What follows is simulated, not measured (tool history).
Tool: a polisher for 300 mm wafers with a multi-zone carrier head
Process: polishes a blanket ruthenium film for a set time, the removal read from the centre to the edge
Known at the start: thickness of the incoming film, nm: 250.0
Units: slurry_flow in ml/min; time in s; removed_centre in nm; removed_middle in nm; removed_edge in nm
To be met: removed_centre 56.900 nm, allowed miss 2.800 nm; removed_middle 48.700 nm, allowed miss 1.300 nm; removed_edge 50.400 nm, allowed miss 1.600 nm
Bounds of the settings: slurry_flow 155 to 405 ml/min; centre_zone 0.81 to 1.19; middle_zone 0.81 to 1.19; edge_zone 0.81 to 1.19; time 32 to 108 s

run 1 day=0.000 | slurry_flow=260 centre_zone=1.00 middle_zone=1.00 edge_zone=1.00 time=70 | removed_centre=58.315 removed_middle=60.220 removed_edge=58.613
run 2 day=0.188 | slurry_flow=260 centre_zone=1.00 middle_zone=1.00 edge_zone=1.00 time=62 | removed_centre=50.361 removed_middle=53.099 removed_edge=50.368
run 3 day=0.221 | slurry_flow=260 centre_zone=1.00 middle_zone=1.00 edge_zone=1.00 time=69 | removed_centre=58.311 removed_middle=58.976 removed_edge=57.251
run 4 day=0.583 | slurry_flow=260 centre_zone=1.00 middle_zone=1.00 edge_zone=1.00 time=81 | removed_centre=66.844 removed_middle=70.603 removed_edge=67.021
run 5 day=0.688 | slurry_flow=255 centre_zone=1.01 middle_zone=0.97 edge_zone=0.97 time=78 | removed_centre=66.662 removed_middle=64.802 removed_edge=63.594
-- day=0.908 slurry nozzle cleaned
run 6 day=0.908 | slurry_flow=315 centre_zone=1.01 middle_zone=0.97 edge_zone=0.97 time=78 | removed_centre=70.711 removed_middle=68.806 removed_edge=65.468
run 7 day=1.238 | slurry_flow=245 centre_zone=1.03 middle_zone=0.87 edge_zone=0.87 time=65 | removed_centre=55.405 removed_middle=51.733 removed_edge=51.843
run 8 day=1.433 | slurry_flow=240 centre_zone=1.04 middle_zone=0.86 edge_zone=0.87 time=65 | removed_centre=57.450 removed_middle=50.802 removed_edge=52.606

5 next moves are on the table. One of them brings every result within its allowed miss. Which?
run A day=1.629 | slurry_flow=225 centre_zone=1.09 middle_zone=0.86 edge_zone=0.86 time=63 | removed_centre=? removed_middle=? removed_edge=?
run B day=1.629 | slurry_flow=230 centre_zone=1.02 middle_zone=0.81 edge_zone=0.88 time=66 | removed_centre=? removed_middle=? removed_edge=?
run C day=1.629 | slurry_flow=155 centre_zone=0.94 middle_zone=0.81 edge_zone=0.92 time=68 | removed_centre=? removed_middle=? removed_edge=?
run D day=1.629 | slurry_flow=260 centre_zone=1.03 middle_zone=0.81 edge_zone=0.96 time=60 | removed_centre=? removed_middle=? removed_edge=?
run E day=1.629 | slurry_flow=290 centre_zone=1.07 middle_zone=0.82 edge_zone=1.04 time=63 | removed_centre=? removed_middle=? removed_edge=?

move=A removed_centre=58.003 removed_middle=48.973 removed_edge=50.037
move=B removed_centre=58.084 removed_middle=49.177 removed_edge=52.876
move=C removed_centre=53.856 removed_middle=48.533 removed_edge=53.436
move=D removed_centre=53.863 removed_middle=45.225 removed_edge=49.736
move=E removed_centre=58.739 removed_middle=48.375 removed_edge=53.912
A: meets every target
B: brings the result that was furthest off to its target, and leaves another outside
C: brings the result that was furthest off to its target, and leaves another outside
D: takes the result that was furthest off past its target
E: brings the result that was furthest off to its target, and leaves another outside
Move A is the one to make.
